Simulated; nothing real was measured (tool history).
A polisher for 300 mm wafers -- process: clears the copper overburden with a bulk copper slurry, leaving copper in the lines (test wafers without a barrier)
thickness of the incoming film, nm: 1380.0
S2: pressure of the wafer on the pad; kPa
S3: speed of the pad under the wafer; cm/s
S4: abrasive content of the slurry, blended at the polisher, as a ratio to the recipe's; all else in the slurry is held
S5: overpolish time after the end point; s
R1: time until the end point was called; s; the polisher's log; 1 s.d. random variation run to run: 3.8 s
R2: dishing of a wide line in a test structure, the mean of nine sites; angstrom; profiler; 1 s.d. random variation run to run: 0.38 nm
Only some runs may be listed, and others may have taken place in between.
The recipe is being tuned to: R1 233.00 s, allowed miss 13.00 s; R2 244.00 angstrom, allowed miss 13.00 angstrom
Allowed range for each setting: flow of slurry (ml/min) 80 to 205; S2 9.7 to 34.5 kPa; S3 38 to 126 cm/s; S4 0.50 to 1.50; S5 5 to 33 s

Run 1, hour 0.0: flow of slurry (ml/min) 135, S2 22.1 kPa, S3 82 cm/s, S4 1.00, S5 17 s. Result: R1 198.37 s, R2 825.82 angstrom.
Run 2, hour 6.3: flow of slurry (ml/min) 135, S2 22.1 kPa, S3 66 cm/s, S4 1.00, S5 17 s. Result: R1 229.69 s, R2 704.83 angstrom.
Run 3, hour 9.8: flow of slurry (ml/min) 120, S2 22.1 kPa, S3 66 cm/s, S4 1.00, S5 17 s. Result: R1 240.61 s, R2 684.43 angstrom.
Run 4, hour 14.5: flow of slurry (ml/min) 130, S2 21.4 kPa, S3 62 cm/s, S4 1.05, S5 16 s. Result: R1 247.53 s, R2 639.54 angstrom.
Run 5, hour 15.3: flow of slurry (ml/min) 130, S2 21.4 kPa, S3 62 cm/s, S4 1.25, S5 16 s. Result: R1 242.27 s, R2 646.69 angstrom.
Run 6, hour 23.8: flow of slurry (ml/min) 140, S2 20.7 kPa, S3 60 cm/s, S4 1.30, S5 15 s. Result: R1 244.45 s, R2 619.26 angstrom.
Run 7, hour 32.1: flow of slurry (ml/min) 135, S2 21.4 kPa, S3 58 cm/s, S4 1.30, S5 14 s. Result: R1 248.84 s, R2 581.95 angstrom.
Run 8, hour 33.3: flow of slurry (ml/min) 130, S2 21.4 kPa, S3 56 cm/s, S4 1.30, S5 13 s. Result: R1 258.88 s, R2 533.07 angstrom.

Which single option among these 4 for the next run brings every result within its allowed miss of target? Just one does.
Run A, hour 34.5: flow of slurry (ml/min) 120, S2 20.0 kPa, S3 52 cm/s, S4 1.35, S5 19 s. Result: R1 ?, R2 ?.
Run B, hour 34.5: flow of slurry (ml/min) 130, S2 18.6 kPa, S3 50 cm/s, S4 1.50, S5 30 s. Result: R1 ?, R2 ?.
Run C, hour 34.5: flow of slurry (ml/min) 120, S2 18.6 kPa, S3 52 cm/s, S4 1.20, S5 31 s. Result: R1 ?, R2 ?.
Run D, hour 34.5: flow of slurry (ml/min) 110, S2 20.7 kPa, S3 70 cm/s, S4 1.30, S5 5 s. Result: R1 ?, R2 ?.

move      R1      R2
   A  287.65  663.51
   B  302.04  892.56
   C  315.18  886.50
   D  237.89  244.31
A: further off than the last run
B: further off than the last run
C: further off than the last run
D: every result within its allowed miss
Answer: D

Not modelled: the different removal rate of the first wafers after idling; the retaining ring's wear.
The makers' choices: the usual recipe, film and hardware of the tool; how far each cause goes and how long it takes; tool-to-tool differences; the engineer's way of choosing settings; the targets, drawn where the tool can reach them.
